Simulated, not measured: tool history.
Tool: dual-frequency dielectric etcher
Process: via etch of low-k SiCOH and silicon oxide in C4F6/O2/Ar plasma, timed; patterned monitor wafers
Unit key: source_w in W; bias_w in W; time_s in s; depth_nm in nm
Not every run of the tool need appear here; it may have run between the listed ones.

run,hour,source_w,bias_w,time_s,depth_nm
1,0.0,270,139,71.5,154.78
2,3.3,260,138,71.5,150.59
3,10.1,210,138,71.5,132.66
4,13.4,210,116,71.5,125.95
5,19.7,210,137,71.5,132.75
6,24.5,210,122,71.5,128.48
7,30.2,270,125,71.5,149.37

What will run 8 give?
# hour 37.1: wet clean of the chamber
8,37.1,270,125,71.5,?

{"run 8": {"depth_nm": 144.64}}
